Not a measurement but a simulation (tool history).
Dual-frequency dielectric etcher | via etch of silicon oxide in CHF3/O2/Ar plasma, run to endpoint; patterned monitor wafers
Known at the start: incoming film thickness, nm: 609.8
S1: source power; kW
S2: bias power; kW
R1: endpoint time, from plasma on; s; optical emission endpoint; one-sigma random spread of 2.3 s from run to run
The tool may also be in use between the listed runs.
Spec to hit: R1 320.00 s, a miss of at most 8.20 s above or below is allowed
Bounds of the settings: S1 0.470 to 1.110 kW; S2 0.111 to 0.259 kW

run 1 hour=0.0 | S1=0.790 S2=0.185 | R1=275.04
run 2 hour=4.3 | S1=0.740 S2=0.181 | R1=286.95
run 3 hour=11.3 | S1=0.790 S2=0.181 | R1=272.70
run 4 hour=15.9 | S1=0.710 S2=0.181 | R1=290.38
run 5 hour=21.7 | S1=0.680 S2=0.179 | R1=299.40
run 6 hour=24.7 | S1=0.680 S2=0.162 | R1=303.15
run 7 hour=26.2 | S1=0.570 S2=0.152 | R1=340.88
run 8 hour=27.7 | S1=0.590 S2=0.153 | R1=331.25
run 9 hour=34.4 | S1=0.600 S2=0.153 | R1=331.60
run 10 hour=39.5 | S1=0.610 S2=0.153 | R1=331.82

Pick the move, out of 5, that brings all results within their allowed miss; only one does.
run A hour=44.6 | S1=0.630 S2=0.161 | R1=?
run B hour=44.6 | S1=0.650 S2=0.122 | R1=?
run C hour=44.6 | S1=0.580 S2=0.148 | R1=?
run D hour=44.6 | S1=0.530 S2=0.168 | R1=?
run E hour=44.6 | S1=0.700 S2=0.172 | R1=?

move=A R1=318.91
move=B R1=339.87
move=C R1=341.22
move=D R1=344.49
move=E R1=296.62
A: every result within its allowed miss
B: the biggest miss grows against the last run
C: the biggest miss grows against the last run
D: the biggest miss grows against the last run
E: pushes the last run's worst result past its target
Move A is the one to make.
